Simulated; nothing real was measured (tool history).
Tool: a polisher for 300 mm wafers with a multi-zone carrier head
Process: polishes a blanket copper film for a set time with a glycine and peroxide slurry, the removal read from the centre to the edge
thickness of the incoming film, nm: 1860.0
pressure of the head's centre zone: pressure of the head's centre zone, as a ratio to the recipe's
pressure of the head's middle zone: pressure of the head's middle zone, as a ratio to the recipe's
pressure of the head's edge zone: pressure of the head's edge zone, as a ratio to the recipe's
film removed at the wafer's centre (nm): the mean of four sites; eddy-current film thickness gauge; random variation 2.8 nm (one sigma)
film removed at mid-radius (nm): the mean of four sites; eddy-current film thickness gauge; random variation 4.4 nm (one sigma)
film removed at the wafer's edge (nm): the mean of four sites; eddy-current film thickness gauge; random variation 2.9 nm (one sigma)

| run | hour | flow of slurry (ml/min) | pressure of the head's centre zone | pressure of the head's middle zone | pressure of the head's edge zone | polishing time (s) | film removed at the wafer's centre (nm) | film removed at mid-radius (nm) | film removed at the wafer's edge (nm) |
|---|---|---|---|---|---|---|---|---|---|
| 1 | 0.0 | 170 | 1.00 | 1.00 | 1.00 | 71 | 460.08 | 450.92 | 458.95 |
| 2 | 1.5 | 170 | 1.00 | 0.95 | 1.00 | 71 | 467.58 | 437.98 | 454.18 |
| 3 | 4.6 | 155 | 0.95 | 0.93 | 0.96 | 69 | 423.54 | 411.02 | 427.70 |
| 4 | 10.7 | 155 | 0.88 | 0.93 | 0.96 | 69 | 400.54 | 406.93 | 430.78 |
| 5 | 19.4 | 145 | 0.86 | 0.92 | 0.92 | 68 | 381.75 | 396.28 | 410.17 |
| 6 | 24.0 | 135 | 0.85 | 0.91 | 0.89 | 67 | 366.32 | 368.88 | 393.29 |
| 7 | 29.5 | 130 | 0.84 | 0.93 | 0.87 | 67 | 361.87 | 386.49 | 380.15 |

Forecast run 8:
| 8 | 35.8 | 125 | 0.83 | 0.92 | 0.87 | 67 | ? | ? | ? |

Run 8 gave film removed at the wafer's centre (nm) 356.35, film removed at mid-radius (nm) 376.24, film removed at the wafer's edge (nm) 390.21.
